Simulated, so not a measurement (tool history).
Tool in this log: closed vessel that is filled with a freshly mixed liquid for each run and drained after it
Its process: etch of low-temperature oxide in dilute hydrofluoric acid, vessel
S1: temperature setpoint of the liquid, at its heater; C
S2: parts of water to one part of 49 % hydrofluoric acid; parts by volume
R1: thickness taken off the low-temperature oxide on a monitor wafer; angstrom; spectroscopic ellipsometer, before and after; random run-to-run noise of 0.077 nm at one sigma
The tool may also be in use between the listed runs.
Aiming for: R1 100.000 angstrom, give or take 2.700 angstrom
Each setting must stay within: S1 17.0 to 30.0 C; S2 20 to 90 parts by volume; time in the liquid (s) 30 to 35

{"run": 1, "hour": 0.0, "S1": 22.0, "S2": 50, "time in the liquid (s)": 35, "R1": 144.56}
{"run": 2, "hour": 8.5, "S1": 22.0, "S2": 65, "time in the liquid (s)": 35, "R1": 109.87}
{"run": 3, "hour": 9.6, "S1": 22.0, "S2": 65, "time in the liquid (s)": 30, "R1": 94.11}
{"run": 4, "hour": 15.5, "S1": 22.0, "S2": 80, "time in the liquid (s)": 30, "R1": 74.678}
{"run": 5, "hour": 20.7, "S1": 19.0, "S2": 80, "time in the liquid (s)": 30, "R1": 65.919}
{"run": 6, "hour": 27.7, "S1": 20.5, "S2": 80, "time in the liquid (s)": 30, "R1": 69.226}
{"run": 7, "hour": 32.3, "S1": 22.0, "S2": 80, "time in the liquid (s)": 30, "R1": 75.465}
{"run": 8, "hour": 35.5, "S1": 23.0, "S2": 80, "time in the liquid (s)": 30, "R1": 77.315}
{"run": 9, "hour": 42.5, "S1": 24.0, "S2": 80, "time in the liquid (s)": 30, "R1": 80.985}
{"run": 10, "hour": 50.5, "S1": 28.0, "S2": 80, "time in the liquid (s)": 30, "R1": 93.712}
{"run": 11, "hour": 58.9, "S1": 28.0, "S2": 80, "time in the liquid (s)": 30, "R1": 94.235}
{"hour": 63.6, "done": "hydrofluoric acid flow meter replaced"}
{"run": 12, "hour": 63.6, "S1": 29.0, "S2": 80, "time in the liquid (s)": 30, "R1": 92.182}
{"run": 13, "hour": 65.1, "S1": 29.5, "S2": 80, "time in the liquid (s)": 30, "R1": 94.596}
{"run": 14, "hour": 67.9, "S1": 30.0, "S2": 80, "time in the liquid (s)": 30, "R1": 96.883}
{"run": 15, "hour": 71.9, "S1": 30.0, "S2": 80, "time in the liquid (s)": 30, "R1": 96.071}
{"run": 16, "hour": 81.1, "S1": 30.0, "S2": 80, "time in the liquid (s)": 30, "R1": 96.224}
{"run": 17, "hour": 85.6, "S1": 30.0, "S2": 80, "time in the liquid (s)": 35, "R1": 113.22}

Of the 5 settings listed for the next run, only one would bring every result within its allowed miss of target. Which one?
{"run": "A", "hour": 90.1, "S1": 27.0, "S2": 75, "time in the liquid (s)": 35, "R1": "?"}
{"run": "B", "hour": 90.1, "S1": 29.0, "S2": 80, "time in the liquid (s)": 35, "R1": "?"}
{"run": "C", "hour": 90.1, "S1": 29.0, "S2": 85, "time in the liquid (s)": 35, "R1": "?"}
{"run": "D", "hour": 90.1, "S1": 30.0, "S2": 85, "time in the liquid (s)": 35, "R1": "?"}
{"run": "E", "hour": 90.1, "S1": 28.5, "S2": 80, "time in the liquid (s)": 35, "R1": "?"}

move=A R1=105.850
move=B R1=106.520
move=C R1=99.545
move=D R1=103.420
move=E R1=104.490
A: closer than the last run, but not yet in spec
B: closer than the last run, but not yet in spec
C: each result inside its tolerance
D: closer than the last run, but not yet in spec
E: closer than the last run, but not yet in spec
C is the move that brings every result within its allowed miss.

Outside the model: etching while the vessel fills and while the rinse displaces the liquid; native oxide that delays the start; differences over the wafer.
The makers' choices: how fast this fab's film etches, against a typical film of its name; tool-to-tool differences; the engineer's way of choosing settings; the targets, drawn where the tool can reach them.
